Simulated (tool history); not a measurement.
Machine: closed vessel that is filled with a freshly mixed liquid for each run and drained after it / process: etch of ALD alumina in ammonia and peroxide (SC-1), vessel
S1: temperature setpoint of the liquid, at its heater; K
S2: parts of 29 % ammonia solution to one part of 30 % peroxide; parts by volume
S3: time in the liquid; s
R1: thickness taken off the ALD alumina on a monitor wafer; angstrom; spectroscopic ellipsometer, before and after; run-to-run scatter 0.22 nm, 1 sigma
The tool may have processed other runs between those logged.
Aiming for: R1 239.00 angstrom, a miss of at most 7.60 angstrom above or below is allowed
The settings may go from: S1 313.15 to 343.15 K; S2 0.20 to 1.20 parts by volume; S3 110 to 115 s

{"run": 1, "hour": 0.0, "S1": 329.15, "S2": 0.75, "S3": 110, "R1": 131.91}
{"run": 2, "hour": 0.8, "S1": 329.15, "S2": 0.75, "S3": 115, "R1": 136.24}
{"run": 3, "hour": 2.2, "S1": 332.65, "S2": 0.75, "S3": 115, "R1": 163.57}
{"run": 4, "hour": 6.9, "S1": 327.15, "S2": 0.75, "S3": 115, "R1": 124.65}
{"run": 5, "hour": 8.8, "S1": 331.15, "S2": 0.75, "S3": 115, "R1": 152.82}
{"run": 6, "hour": 11.1, "S1": 334.15, "S2": 0.75, "S3": 115, "R1": 176.89}
{"run": 7, "hour": 14.8, "S1": 336.15, "S2": 0.75, "S3": 115, "R1": 195.73}
{"run": 8, "hour": 16.7, "S1": 337.65, "S2": 0.75, "S3": 115, "R1": 208.42}
{"run": 9, "hour": 23.0, "S1": 338.65, "S2": 0.75, "S3": 115, "R1": 224.85}

Which single option among these 5 for the next run brings every result within its allowed miss of target? Just one does.
{"run": "A", "hour": 29.3, "S1": 340.15, "S2": 0.7, "S3": 115, "R1": "?"}
{"run": "B", "hour": 29.3, "S1": 338.15, "S2": 0.65, "S3": 110, "R1": "?"}
{"run": "C", "hour": 29.3, "S1": 338.65, "S2": 0.8, "S3": 115, "R1": "?"}
{"run": "D", "hour": 29.3, "S1": 338.15, "S2": 0.8, "S3": 115, "R1": "?"}
{"run": "E", "hour": 29.3, "S1": 338.15, "S2": 0.7, "S3": 115, "R1": "?"}

move=A R1=238.67
move=B R1=205.41
move=C R1=224.50
move=D R1=219.00
move=E R1=216.26
A: every result within its allowed miss
B: misses by more than the last run did
C: about as far from the targets as the last run
D: misses by more than the last run did
E: misses by more than the last run did
Answer: A

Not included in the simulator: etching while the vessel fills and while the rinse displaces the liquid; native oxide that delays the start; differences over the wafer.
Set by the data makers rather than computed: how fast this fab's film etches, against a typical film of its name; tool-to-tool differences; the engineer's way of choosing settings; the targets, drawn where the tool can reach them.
